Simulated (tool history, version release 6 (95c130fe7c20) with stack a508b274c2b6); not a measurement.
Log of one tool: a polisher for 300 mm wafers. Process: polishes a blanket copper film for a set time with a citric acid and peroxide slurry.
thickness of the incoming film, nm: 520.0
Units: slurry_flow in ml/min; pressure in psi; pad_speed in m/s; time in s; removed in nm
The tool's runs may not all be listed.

| run | hour | slurry_flow | pressure | pad_speed | slurry_solids | time | removed |
|---|---|---|---|---|---|---|---|
| 1 | 0 | 275 | 3.5 | 0.88 | 1 | 49 | 117.05 |
| 2 | 1.7 | 275 | 3 | 0.88 | 1 | 49 | 99.066 |
| 3 | 6.2 | 240 | 3 | 0.88 | 1 | 49 | 98.867 |
| 4 | 9.6 | 240 | 3.2 | 0.88 | 1 | 49 | 105.76 |
| 5 | 15.3 | 240 | 3.2 | 0.72 | 1 | 49 | 87.24 |
| 6 | 16.7 | 240 | 3.4 | 0.72 | 1 | 49 | 91.023 |
| 7 | 19.5 | 240 | 3.6 | 0.72 | 1 | 49 | 97.582 |

Forecast run 8:
| 8 | 27.6 | 240 | 3.8 | 0.72 | 1 | 49 | ? |

{"run 8": {"removed": 101.74}}
